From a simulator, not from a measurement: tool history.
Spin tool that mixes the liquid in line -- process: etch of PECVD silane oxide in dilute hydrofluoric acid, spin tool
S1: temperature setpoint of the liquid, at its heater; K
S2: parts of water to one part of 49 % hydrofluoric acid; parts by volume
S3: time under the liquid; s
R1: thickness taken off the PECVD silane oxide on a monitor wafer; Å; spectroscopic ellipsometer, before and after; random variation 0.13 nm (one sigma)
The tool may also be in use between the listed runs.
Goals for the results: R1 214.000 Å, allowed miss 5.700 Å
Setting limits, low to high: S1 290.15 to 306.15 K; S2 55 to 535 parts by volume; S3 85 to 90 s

Run 1, hour 0.0: S1 298.15 K, S2 295 parts by volume, S3 85 s. Result: R1 86.169 Å.
Run 2, hour 8.1: S1 298.15 K, S2 295 parts by volume, S3 90 s. Result: R1 92.563 Å.
Run 3, hour 14.2: S1 299.65 K, S2 270 parts by volume, S3 90 s. Result: R1 108.690 Å.
Run 4, hour 14.9: S1 300.65 K, S2 245 parts by volume, S3 90 s. Result: R1 128.840 Å.
Run 5, hour 19.2: S1 298.15 K, S2 245 parts by volume, S3 90 s. Result: R1 116.100 Å.
Run 6, hour 26.4: S1 295.65 K, S2 245 parts by volume, S3 90 s. Result: R1 106.370 Å.
Run 7, hour 26.9: S1 297.65 K, S2 230 parts by volume, S3 90 s. Result: R1 125.180 Å.
Run 8, hour 35.0: S1 299.15 K, S2 220 parts by volume, S3 90 s. Result: R1 136.820 Å.
Run 9, hour 39.9: S1 300.15 K, S2 210 parts by volume, S3 90 s. Result: R1 152.520 Å.
Run 10, hour 44.5: S1 301.15 K, S2 205 parts by volume, S3 90 s. Result: R1 162.460 Å.
Run 11, hour 46.2: S1 302.15 K, S2 200 parts by volume, S3 90 s. Result: R1 172.680 Å.
Run 12, hour 49.7: S1 302.15 K, S2 200 parts by volume, S3 90 s. Result: R1 173.370 Å.
Run 13, hour 58.6: S1 302.65 K, S2 200 parts by volume, S3 90 s. Result: R1 173.070 Å.
Run 14, hour 66.2: S1 303.15 K, S2 195 parts by volume, S3 90 s. Result: R1 186.580 Å.
Run 15, hour 73.2: S1 303.65 K, S2 195 parts by volume, S3 90 s. Result: R1 189.360 Å.
Run 16, hour 82.0: S1 304.15 K, S2 195 parts by volume, S3 90 s. Result: R1 193.260 Å.
Run 17, hour 87.4: S1 304.65 K, S2 195 parts by volume, S3 90 s. Result: R1 194.460 Å.
Run 18, hour 93.5: S1 305.15 K, S2 195 parts by volume, S3 90 s. Result: R1 197.710 Å.
Run 19, hour 94.6: S1 305.65 K, S2 190 parts by volume, S3 90 s. Result: R1 208.240 Å.

Which of these 5 next moves meets every target?
Run A, hour 95.7: S1 306.15 K, S2 180 parts by volume, S3 90 s. Result: R1 ?.
Run B, hour 95.7: S1 298.65 K, S2 150 parts by volume, S3 90 s. Result: R1 ?.
Run C, hour 95.7: S1 305.15 K, S2 190 parts by volume, S3 85 s. Result: R1 ?.
Run D, hour 95.7: S1 305.65 K, S2 195 parts by volume, S3 90 s. Result: R1 ?.
Run E, hour 95.7: S1 306.15 K, S2 195 parts by volume, S3 90 s. Result: R1 ?.

move       R1
   A  225.640
   B  214.990
   C  192.580
   D  200.760
   E  204.170
A: pushes the last run's worst result past its target
B: hits every target within its allowed miss
C: lands further from the targets than the last run did
D: lands further from the targets than the last run did
E: lands further from the targets than the last run did
Answer: B
